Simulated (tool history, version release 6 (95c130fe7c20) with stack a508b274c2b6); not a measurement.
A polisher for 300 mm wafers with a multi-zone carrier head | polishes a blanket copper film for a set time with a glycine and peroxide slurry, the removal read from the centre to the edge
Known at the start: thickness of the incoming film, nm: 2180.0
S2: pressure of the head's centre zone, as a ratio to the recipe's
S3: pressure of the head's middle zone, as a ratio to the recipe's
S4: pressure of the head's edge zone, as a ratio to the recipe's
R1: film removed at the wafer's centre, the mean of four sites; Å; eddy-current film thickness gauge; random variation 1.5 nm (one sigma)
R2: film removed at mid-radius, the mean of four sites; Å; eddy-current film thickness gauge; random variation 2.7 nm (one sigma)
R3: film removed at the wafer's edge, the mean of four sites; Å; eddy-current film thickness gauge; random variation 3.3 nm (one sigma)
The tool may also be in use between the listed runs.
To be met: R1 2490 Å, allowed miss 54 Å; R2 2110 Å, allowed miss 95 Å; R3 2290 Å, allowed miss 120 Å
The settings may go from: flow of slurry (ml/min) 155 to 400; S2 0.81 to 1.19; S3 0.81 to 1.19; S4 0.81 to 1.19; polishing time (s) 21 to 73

{"run": 1, "hour": 0.0, "flow of slurry (ml/min)": 255, "S2": 1, "S3": 1, "S4": 1, "polishing time (s)": 47, "R1": 2112.6, "R2": 2124.5, "R3": 2090.4}
{"run": 2, "hour": 4.7, "flow of slurry (ml/min)": 255, "S2": 1, "S3": 1, "S4": 1.05, "polishing time (s)": 47, "R1": 2137.1, "R2": 2081.6, "R3": 2106}
{"run": 3, "hour": 6.6, "flow of slurry (ml/min)": 270, "S2": 1.02, "S3": 0.99, "S4": 1.07, "polishing time (s)": 48, "R1": 2221.6, "R2": 2113.6, "R3": 2125}
{"run": 4, "hour": 8.5, "flow of slurry (ml/min)": 310, "S2": 1.02, "S3": 0.99, "S4": 1.07, "polishing time (s)": 48, "R1": 2257, "R2": 2176.9, "R3": 2187.3}
{"run": 5, "hour": 15.2, "flow of slurry (ml/min)": 310, "S2": 1.02, "S3": 0.99, "S4": 1.12, "polishing time (s)": 48, "R1": 2270.5, "R2": 2163.4, "R3": 2246.5}
{"run": 6, "hour": 19.4, "flow of slurry (ml/min)": 365, "S2": 1.02, "S3": 0.99, "S4": 1.12, "polishing time (s)": 48, "R1": 2289.9, "R2": 2207.1, "R3": 2251.4}
{"run": 7, "hour": 21.0, "flow of slurry (ml/min)": 365, "S2": 1.04, "S3": 0.98, "S4": 1.13, "polishing time (s)": 48, "R1": 2339.8, "R2": 2142.1, "R3": 2349.9}
{"run": 8, "hour": 28.9, "flow of slurry (ml/min)": 360, "S2": 1.06, "S3": 0.98, "S4": 1.11, "polishing time (s)": 48, "R1": 2402.6, "R2": 2242.6, "R3": 2263.8}
{"run": 9, "hour": 30.3, "flow of slurry (ml/min)": 360, "S2": 1.07, "S3": 0.96, "S4": 1.11, "polishing time (s)": 48, "R1": 2424.5, "R2": 2174.8, "R3": 2243.6}

4 next moves are on the table. One of them brings every result within its allowed miss. Which?
{"run": "A", "hour": 31.7, "flow of slurry (ml/min)": 375, "S2": 1.02, "S3": 1.03, "S4": 1.02, "polishing time (s)": 49, "R1": "?", "R2": "?", "R3": "?"}
{"run": "B", "hour": 31.7, "flow of slurry (ml/min)": 385, "S2": 1.11, "S3": 0.97, "S4": 1.19, "polishing time (s)": 45, "R1": "?", "R2": "?", "R3": "?"}
{"run": "C", "hour": 31.7, "flow of slurry (ml/min)": 395, "S2": 0.99, "S3": 0.89, "S4": 1.15, "polishing time (s)": 49, "R1": "?", "R2": "?", "R3": "?"}
{"run": "D", "hour": 31.7, "flow of slurry (ml/min)": 350, "S2": 1.15, "S3": 1.01, "S4": 1.19, "polishing time (s)": 46, "R1": "?", "R2": "?", "R3": "?"}

move=A R1=2360 R2=2318.4 R3=2237.4
move=B R1=2364.1 R2=2026.5 R3=2226.7
move=C R1=2297.5 R2=2058.9 R3=2387.8
move=D R1=2485 R2=2127.3 R3=2262.2
A: further off than the last run
B: further off than the last run
C: further off than the last run
D: meets every target
Answer: D

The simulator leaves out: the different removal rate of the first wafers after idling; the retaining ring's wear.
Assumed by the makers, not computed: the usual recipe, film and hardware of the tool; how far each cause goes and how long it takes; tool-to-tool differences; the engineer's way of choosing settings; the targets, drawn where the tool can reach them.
